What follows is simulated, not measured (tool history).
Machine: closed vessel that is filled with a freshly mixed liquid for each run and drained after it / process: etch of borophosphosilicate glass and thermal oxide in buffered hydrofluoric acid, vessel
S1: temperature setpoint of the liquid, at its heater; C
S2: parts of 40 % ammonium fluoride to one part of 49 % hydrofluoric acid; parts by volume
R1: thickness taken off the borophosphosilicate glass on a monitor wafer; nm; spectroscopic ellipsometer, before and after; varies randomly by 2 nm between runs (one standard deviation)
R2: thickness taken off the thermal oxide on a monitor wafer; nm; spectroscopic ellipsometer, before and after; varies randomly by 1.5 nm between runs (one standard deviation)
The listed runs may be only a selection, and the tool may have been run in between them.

Run 1, day 0: S1 21 C, S2 10 parts by volume, time in the liquid (s) 60. Result: R1 94.961 nm, R2 63.185 nm.
Run 2, day 0.304: S1 22 C, S2 9.5 parts by volume, time in the liquid (s) 60. Result: R1 104.96 nm, R2 69.983 nm.
Run 3, day 0.354: S1 23 C, S2 9 parts by volume, time in the liquid (s) 60. Result: R1 115.35 nm, R2 76.002 nm.
Run 4, day 0.633: S1 24 C, S2 8.5 parts by volume, time in the liquid (s) 60. Result: R1 125.82 nm, R2 84.591 nm.
Run 5, day 0.758: S1 24.5 C, S2 8 parts by volume, time in the liquid (s) 60. Result: R1 144.04 nm, R2 94.908 nm.
Run 6, day 1.062: S1 25 C, S2 7.5 parts by volume, time in the liquid (s) 60. Result: R1 153.95 nm, R2 103.66 nm.
Run 7, day 1.292: S1 25.5 C, S2 7.5 parts by volume, time in the liquid (s) 60. Result: R1 160.59 nm, R2 105.87 nm.
Run 8, day 1.562: S1 26 C, S2 7.5 parts by volume, time in the liquid (s) 60. Result: R1 164.23 nm, R2 108.21 nm.
Run 9, day 1.775: S1 26.5 C, S2 7 parts by volume, time in the liquid (s) 60. Result: R1 181.14 nm, R2 120.1 nm.
Run 10, day 1.925: S1 27 C, S2 7 parts by volume, time in the liquid (s) 60. Result: R1 186.27 nm, R2 123.42 nm.
Run 11, day 2.112: S1 27.5 C, S2 7 parts by volume, time in the liquid (s) 60. Result: R1 189.26 nm, R2 126.9 nm.

What does the tool deliver on the next run?
Run 12, day 2.479: S1 28.5 C, S2 6.5 parts by volume, time in the liquid (s) 60. Result: R1 ?, R2 ?.

{"run 12": {"R1": 213.88, "R2": 142.92}}
